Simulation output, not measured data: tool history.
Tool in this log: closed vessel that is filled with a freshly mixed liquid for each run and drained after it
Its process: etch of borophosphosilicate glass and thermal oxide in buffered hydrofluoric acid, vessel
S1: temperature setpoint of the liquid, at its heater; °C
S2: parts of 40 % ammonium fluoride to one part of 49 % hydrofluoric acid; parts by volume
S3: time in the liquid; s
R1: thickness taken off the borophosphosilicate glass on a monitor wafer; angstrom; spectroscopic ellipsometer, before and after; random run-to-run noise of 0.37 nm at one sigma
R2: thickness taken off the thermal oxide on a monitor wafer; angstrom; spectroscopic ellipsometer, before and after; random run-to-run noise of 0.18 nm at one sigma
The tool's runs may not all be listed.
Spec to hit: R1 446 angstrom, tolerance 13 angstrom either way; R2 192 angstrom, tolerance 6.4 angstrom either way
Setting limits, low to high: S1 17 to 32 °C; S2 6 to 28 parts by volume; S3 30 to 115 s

run	hour	S1	S2	S3	R1	R2
1	0	24	17	60	1010.6	438.24
2	1.7	22	19.5	60	777.33	332.71
3	6.6	24	19.5	60	877.43	374.44
4	11.3	23	19.5	60	831.23	357.53
5	16.2	23	23	60	718.97	312.14
6	24.1	21	24	60	639.28	267.69
7	27.2	21	28	50	480.75	202.57
8	34.2	20.5	28	50	465.14	198.14

Which of these 4 next moves meets every target?
A	41.2	21	24.5	45	?	?
B	41.2	29	25	30	?	?
C	41.2	18	28	55	?	?
D	41.2	20	25.5	50	?	?

move	R1	R2
A	464.59	203.92
B	470.55	207.38
C	437.75	191.86
D	475	208.39
A: further off than the last run
B: further off than the last run
C: all results land within tolerance of their targets
D: further off than the last run
Answer: C
